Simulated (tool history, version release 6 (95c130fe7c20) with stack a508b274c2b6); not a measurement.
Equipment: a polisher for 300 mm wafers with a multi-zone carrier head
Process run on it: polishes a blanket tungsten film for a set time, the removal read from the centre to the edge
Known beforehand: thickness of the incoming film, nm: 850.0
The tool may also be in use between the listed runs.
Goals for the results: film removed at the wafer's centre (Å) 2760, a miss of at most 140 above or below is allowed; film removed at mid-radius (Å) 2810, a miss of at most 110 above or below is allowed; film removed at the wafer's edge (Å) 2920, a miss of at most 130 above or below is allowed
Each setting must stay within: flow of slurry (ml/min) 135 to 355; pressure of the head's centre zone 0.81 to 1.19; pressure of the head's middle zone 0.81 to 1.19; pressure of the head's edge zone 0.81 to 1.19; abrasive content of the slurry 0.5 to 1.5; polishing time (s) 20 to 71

| run | hour | flow of slurry (ml/min) | pressure of the head's centre zone | pressure of the head's middle zone | pressure of the head's edge zone | abrasive content of the slurry | polishing time (s) | film removed at the wafer's centre (Å) | film removed at mid-radius (Å) | film removed at the wafer's edge (Å) |
|---|---|---|---|---|---|---|---|---|---|---|
| 1 | 0 | 225 | 1 | 1 | 1 | 1 | 45 | 1839 | 1869.3 | 1846.1 |
| 2 | 6.2 | 225 | 1 | 1 | 1.02 | 1.1 | 47 | 2035 | 2009.8 | 2006 |
| 3 | 10.2 | 225 | 0.98 | 1.01 | 1.04 | 1.2 | 49 | 2076.4 | 2160.4 | 2185.8 |
| 4 | 10.8 | 230 | 0.99 | 1.02 | 1.06 | 1.25 | 50 | 2200.1 | 2261.4 | 2229.5 |
| 5 | 17.6 | 230 | 0.99 | 1.02 | 1.1 | 1.25 | 50 | 2201.6 | 2245.5 | 2300.3 |
| 6 | 21.3 | 230 | 0.94 | 1.02 | 1.1 | 1.25 | 50 | 2068.5 | 2243.7 | 2369.6 |
| 7 | 26 | 235 | 0.95 | 1.02 | 1.11 | 1.3 | 51 | 2179 | 2302.2 | 2343.9 |
| 8 | 32.3 | 230 | 0.96 | 1.02 | 1.12 | 1.35 | 53 | 2275.7 | 2502.1 | 2559.2 |
| 9 | 37.4 | 235 | 0.97 | 1.01 | 1.13 | 1.35 | 54 | 2351.6 | 2440.7 | 2601.8 |
| 10 | 38.7 | 235 | 0.98 | 1.01 | 1.13 | 1.4 | 55 | 2421.6 | 2579.9 | 2688.2 |
| 11 | 47.6 | 235 | 0.99 | 1.01 | 1.14 | 1.4 | 56 | 2518.3 | 2570.1 | 2672.9 |
| 12 | 53.5 | 235 | 0.99 | 1.01 | 1.15 | 1.4 | 57 | 2598.5 | 2629.5 | 2834.3 |

Which of these 4 next moves meets every target?
| A | 59.4 | 210 | 1.01 | 1.03 | 1.11 | 1.35 | 62 | ? | ? | ? |
| B | 59.4 | 255 | 1.08 | 0.96 | 1.18 | 1.4 | 57 | ? | ? | ? |
| C | 59.4 | 225 | 1.02 | 0.9 | 1.15 | 1.3 | 60 | ? | ? | ? |
| D | 59.4 | 210 | 0.93 | 1.14 | 1.15 | 1.4 | 54 | ? | ? | ? |

| move | film removed at the wafer's centre (Å) | film removed at mid-radius (Å) | film removed at the wafer's edge (Å) |
|---|---|---|---|
| A | 2793.1 | 2822.4 | 2892.3 |
| B | 2834.9 | 2540.1 | 2835.7 |
| C | 2720.7 | 2433.4 | 2841.6 |
| D | 2295.8 | 2713.6 | 2592 |
A: all results in spec
B: the biggest miss grows against the last run
C: the biggest miss grows against the last run
D: the worst result of the last run now meets its target, but another is out of spec
Go with A: it meets all targets.
